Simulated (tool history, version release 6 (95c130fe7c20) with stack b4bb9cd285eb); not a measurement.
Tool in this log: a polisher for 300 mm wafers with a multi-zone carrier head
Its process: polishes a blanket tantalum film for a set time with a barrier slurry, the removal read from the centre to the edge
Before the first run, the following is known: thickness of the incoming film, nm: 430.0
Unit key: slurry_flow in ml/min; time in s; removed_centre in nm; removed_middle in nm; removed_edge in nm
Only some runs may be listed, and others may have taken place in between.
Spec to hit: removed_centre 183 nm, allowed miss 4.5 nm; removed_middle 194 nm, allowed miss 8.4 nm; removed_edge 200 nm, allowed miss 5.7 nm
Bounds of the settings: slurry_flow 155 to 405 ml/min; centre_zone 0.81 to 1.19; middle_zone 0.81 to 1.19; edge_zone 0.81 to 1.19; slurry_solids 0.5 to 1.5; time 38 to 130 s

run    day  slurry_flow  centre_zone  middle_zone  edge_zone  slurry_solids  time  removed_centre  removed_middle  removed_edge
  1      0          260            1            1          1              1    84          125.74          127.28        133.03
  2  0.092          260            1            1          1              1    96          142.21          145.03         152.7
  3  0.417          265         1.02         1.03       1.05           1.15    97          153.62          155.47        161.96
  4  0.796          265         1.09         1.03       1.05           1.15    97          165.12          153.76        162.58
  5  0.875          265         1.09         1.03       1.05           1.15    80          136.28          131.79        134.21
  6  1.083          265         1.09         1.03       1.12           1.15    80          135.43          129.86        137.36
  7  1.267          270         1.07         1.05       1.14           1.25    88          148.67          145.34        155.35
  8  1.342          275         1.06         1.08       1.15           1.35    93          158.28          158.86        168.64
  9  1.533          280         1.06          1.1       1.16            1.4    97          168.64          172.09        177.28
 10  1.904          280         1.06          1.1       1.16            1.4    97           169.7          171.65        178.53
 11  2.021          280         1.06          1.1       1.16            1.4    97          167.73          174.03        178.94
 12  2.088          290         1.06          1.1       1.17           1.45    99          173.34          177.93        186.98

Consider the 5 candidate settings below. Which is the only one whose results all fall within their allowed miss of target?
  A  2.154          405         0.98          1.1       1.18           1.45   105               ?               ?             ?
  B  2.154          240         1.02         1.09       1.12           1.35   112               ?               ?             ?
  C  2.154          325         0.93         1.07       1.19            1.5   109               ?               ?             ?
  D  2.154          280         0.91         1.12       1.19            1.5   114               ?               ?             ?
  E  2.154          300         0.93         1.19       1.15            1.5   113               ?               ?             ?

move  removed_centre  removed_middle  removed_edge
   A          174.48          194.95        202.55
   B          180.61          193.27        199.36
   C           169.6          195.53        209.81
   D          170.83           209.6        216.85
   E          174.51          220.44        212.09
A: puts the biggest miss on target and leaves a different result outside tolerance
B: all results land within tolerance of their targets
C: carries the result that was furthest off beyond its target, to the other side
D: carries the result that was furthest off beyond its target, to the other side
E: carries the result that was furthest off beyond its target, to the other side
Move B is the one to make.
